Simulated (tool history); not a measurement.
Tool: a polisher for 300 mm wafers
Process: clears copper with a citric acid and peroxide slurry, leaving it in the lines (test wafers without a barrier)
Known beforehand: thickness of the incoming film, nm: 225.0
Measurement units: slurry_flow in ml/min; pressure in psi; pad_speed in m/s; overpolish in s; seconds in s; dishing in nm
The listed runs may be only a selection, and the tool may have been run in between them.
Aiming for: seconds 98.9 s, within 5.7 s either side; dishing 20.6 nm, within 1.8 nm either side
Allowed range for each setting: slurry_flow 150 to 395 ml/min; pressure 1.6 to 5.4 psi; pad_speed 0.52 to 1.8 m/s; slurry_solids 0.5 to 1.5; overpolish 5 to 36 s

run,day,slurry_flow,pressure,pad_speed,slurry_solids,overpolish,seconds,dishing
1,0,250,3.5,1.16,1,18,80.185,31.168
2,0.183,195,3.5,1.16,1,18,81.753,31.57
3,0.5,195,3.5,1.16,1.15,18,79.987,32.658
4,0.85,195,4,1.16,1.15,18,69.248,35.781
5,1.129,195,4,0.96,1.15,18,81.164,32.497
6,1.479,195,3.9,0.96,1.15,17,83.852,28.658
7,1.504,195,3.8,0.96,1.15,16,87.037,28.006
8,1.842,195,3.7,0.96,1.15,15,89.765,25.719
9,1.962,195,3.7,0.96,1.15,15,88.47,25.624
10,2.3,195,3.6,0.96,1.15,14,89.679,23.167
11,2.558,195,3.5,0.96,1.15,14,92.194,22.964

Exactly one of the 4 candidate moves below puts every result within its allowed miss. Which one?
A,2.817,180,3.6,0.84,1.3,13,?,?
B,2.817,205,2.7,1.06,1,12,?,?
C,2.817,155,3.7,1.06,1.15,14,?,?
D,2.817,185,3.4,0.8,1.05,18,?,?

move,seconds,dishing
A,96.958,20.772
B,112.54,16.885
C,84.396,24.926
D,110.96,24.434
A: all results in spec
B: takes the result that was furthest off past its target
C: misses by more than the last run did
D: misses by more than the last run did
So the answer is move A, the one that meets all the targets.

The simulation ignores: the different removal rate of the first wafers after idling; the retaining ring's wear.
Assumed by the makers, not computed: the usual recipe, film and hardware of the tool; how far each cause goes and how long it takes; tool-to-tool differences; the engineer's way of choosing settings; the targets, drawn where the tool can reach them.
